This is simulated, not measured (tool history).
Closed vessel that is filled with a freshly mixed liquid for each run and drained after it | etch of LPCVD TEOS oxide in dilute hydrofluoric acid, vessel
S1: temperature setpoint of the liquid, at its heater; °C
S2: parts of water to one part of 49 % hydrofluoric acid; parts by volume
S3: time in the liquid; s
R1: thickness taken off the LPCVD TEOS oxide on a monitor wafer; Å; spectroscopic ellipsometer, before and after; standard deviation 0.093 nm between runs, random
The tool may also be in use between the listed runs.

{"run": 1, "day": 0.0, "S1": 24, "S2": 140, "S3": 30, "R1": 55.202}
{"run": 2, "day": 0.229, "S1": 24, "S2": 90, "S3": 30, "R1": 91.046}
{"run": 3, "day": 0.429, "S1": 24, "S2": 115, "S3": 30, "R1": 69.902}
{"run": 4, "day": 0.512, "S1": 25, "S2": 105, "S3": 30, "R1": 79.679}
{"run": 5, "day": 0.633, "S1": 26, "S2": 95, "S3": 30, "R1": 92.961}
{"run": 6, "day": 0.821, "S1": 27, "S2": 90, "S3": 30, "R1": 103.18}
{"run": 7, "day": 1.012, "S1": 27.5, "S2": 85, "S3": 30, "R1": 112.27}
{"run": 8, "day": 1.329, "S1": 28, "S2": 80, "S3": 30, "R1": 122.65}
{"run": 9, "day": 1.521, "S1": 28.5, "S2": 75, "S3": 30, "R1": 133.23}
{"day": 1.638, "done": "hydrofluoric acid flow meter replaced"}
{"run": 10, "day": 1.638, "S1": 29, "S2": 75, "S3": 30, "R1": 121.1}
{"run": 11, "day": 1.967, "S1": 29.5, "S2": 70, "S3": 30, "R1": 133.23}
{"run": 12, "day": 2.071, "S1": 30, "S2": 65, "S3": 30, "R1": 147.25}

For run 13, what comes out?
{"run": 13, "day": 2.45, "S1": 30.5, "S2": 65, "S3": 30, "R1": "?"}

Run 13 produced R1 149.88 Å.
